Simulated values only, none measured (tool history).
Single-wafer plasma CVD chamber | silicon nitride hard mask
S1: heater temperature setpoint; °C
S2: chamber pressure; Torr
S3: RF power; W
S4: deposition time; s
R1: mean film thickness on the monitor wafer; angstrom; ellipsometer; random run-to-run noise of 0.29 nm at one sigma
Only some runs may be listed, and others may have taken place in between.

Run 1, hour 0.0: S1 380 °C, S2 1.32 Torr, S3 355 W, S4 59.0 s. Result: R1 725.49 angstrom.
Run 2, hour 2.4: S1 381 °C, S2 1.22 Torr, S3 330 W, S4 59.0 s. Result: R1 674.79 angstrom.
Run 3, hour 10.2: S1 381 °C, S2 1.22 Torr, S3 330 W, S4 59.0 s. Result: R1 668.58 angstrom.
Run 4, hour 18.0: S1 381 °C, S2 1.15 Torr, S3 315 W, S4 59.0 s. Result: R1 634.52 angstrom.
Run 5, hour 26.2: S1 381 °C, S2 1.15 Torr, S3 275 W, S4 59.0 s. Result: R1 574.38 angstrom.
Run 6, hour 33.9: S1 381 °C, S2 1.10 Torr, S3 270 W, S4 59.0 s. Result: R1 549.66 angstrom.
Run 7, hour 37.0: S1 381 °C, S2 1.07 Torr, S3 270 W, S4 59.0 s. Result: R1 547.73 angstrom.
Run 8, hour 43.0: S1 381 °C, S2 0.90 Torr, S3 255 W, S4 59.0 s. Result: R1 484.28 angstrom.
At hour 46.9: thermocouple changed; heater temperature recalibrated.
Run 9, hour 46.9: S1 381 °C, S2 0.92 Torr, S3 255 W, S4 59.0 s. Result: R1 489.98 angstrom.

Run 10, settings as shown, results not yet in. Your forecast:
Run 10, hour 55.1: S1 381 °C, S2 0.94 Torr, S3 255 W, S4 59.0 s. Result: R1 ?.

Run 10 gave R1 488.20 angstrom.

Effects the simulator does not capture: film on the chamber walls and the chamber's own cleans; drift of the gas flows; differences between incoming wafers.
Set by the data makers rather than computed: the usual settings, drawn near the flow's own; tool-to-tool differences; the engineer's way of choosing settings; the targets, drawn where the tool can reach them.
